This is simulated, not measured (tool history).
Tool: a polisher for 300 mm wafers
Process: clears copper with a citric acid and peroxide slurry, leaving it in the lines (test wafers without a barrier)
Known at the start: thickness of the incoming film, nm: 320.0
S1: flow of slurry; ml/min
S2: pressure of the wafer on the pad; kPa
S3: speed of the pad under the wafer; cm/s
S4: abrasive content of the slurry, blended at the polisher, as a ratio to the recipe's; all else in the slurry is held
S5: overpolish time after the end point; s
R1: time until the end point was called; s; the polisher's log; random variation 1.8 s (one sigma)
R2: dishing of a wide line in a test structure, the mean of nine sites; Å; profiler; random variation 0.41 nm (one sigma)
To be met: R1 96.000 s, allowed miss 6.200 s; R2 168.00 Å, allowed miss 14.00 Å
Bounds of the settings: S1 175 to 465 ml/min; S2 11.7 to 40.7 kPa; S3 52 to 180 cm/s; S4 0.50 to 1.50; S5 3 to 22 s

run 1 hour=0.0 | S1=295 S2=26.2 S3=116 S4=1.00 S5=11 | R1=107.470 R2=254.58
run 2 hour=1.1 | S1=295 S2=26.9 S3=116 S4=1.00 S5=9 | R1=106.510 R2=221.41
run 3 hour=6.7 | S1=295 S2=26.9 S3=132 S4=1.00 S5=9 | R1=94.295 R2=253.11
run 4 hour=12.8 | S1=295 S2=26.9 S3=132 S4=1.15 S5=9 | R1=90.514 R2=243.22
run 5 hour=18.3 | S1=295 S2=26.9 S3=132 S4=1.25 S5=9 | R1=90.814 R2=259.31
run 6 hour=19.6 | S1=295 S2=26.9 S3=156 S4=1.25 S5=9 | R1=79.986 R2=291.54
run 7 hour=24.1 | S1=295 S2=25.5 S3=154 S4=1.25 S5=8 | R1=83.886 R2=243.25
run 8 hour=26.5 | S1=295 S2=24.1 S3=154 S4=1.25 S5=7 | R1=89.250 R2=214.07
run 9 hour=27.2 | S1=295 S2=24.1 S3=154 S4=1.25 S5=7 | R1=89.107 R2=206.89
run 10 hour=35.8 | S1=295 S2=23.4 S3=154 S4=1.25 S5=7 | R1=89.902 R2=205.09
run 11 hour=41.4 | S1=295 S2=22.8 S3=154 S4=1.25 S5=7 | R1=93.128 R2=199.59

4 next moves are on the table. One of them brings every result within its allowed miss. Which?
run A hour=47.0 | S1=255 S2=21.4 S3=162 S4=1.30 S5=8 | R1=? R2=?
run B hour=47.0 | S1=265 S2=20.0 S3=166 S4=1.20 S5=6 | R1=? R2=?
run C hour=47.0 | S1=310 S2=27.6 S3=124 S4=1.25 S5=8 | R1=? R2=?
run D hour=47.0 | S1=275 S2=21.4 S3=152 S4=1.30 S5=9 | R1=? R2=?

move=A R1=90.987 R2=222.81
move=B R1=95.308 R2=163.23
move=C R1=92.682 R2=220.43
move=D R1=95.009 R2=238.49
A: further off than the last run
B: meets every target
C: further off than the last run
D: further off than the last run
Answer: B
